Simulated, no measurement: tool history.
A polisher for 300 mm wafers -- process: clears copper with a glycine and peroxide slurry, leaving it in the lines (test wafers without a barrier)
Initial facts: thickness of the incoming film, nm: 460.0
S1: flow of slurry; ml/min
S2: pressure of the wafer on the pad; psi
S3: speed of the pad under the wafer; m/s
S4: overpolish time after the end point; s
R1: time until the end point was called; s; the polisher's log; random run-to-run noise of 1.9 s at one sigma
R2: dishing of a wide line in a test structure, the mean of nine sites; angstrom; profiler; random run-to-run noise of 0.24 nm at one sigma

run,hour,S1,S2,S3,S4,R1,R2
1,0.0,215,3.0,1.20,16,77.091,638.34
2,5.2,215,3.0,0.98,16,87.253,546.98
3,8.1,175,3.0,0.98,16,89.149,560.72
4,16.8,175,3.0,1.22,16,75.407,609.27
5,18.2,175,2.3,1.22,16,96.561,494.39
6,22.7,135,2.3,1.22,16,101.000,498.24
7,31.0,190,2.1,1.06,13,112.510,380.92

What will run 8 give?
8,36.0,230,1.9,0.92,11,?,?

R1: 128.150 s
R2: 277.43 angstrom
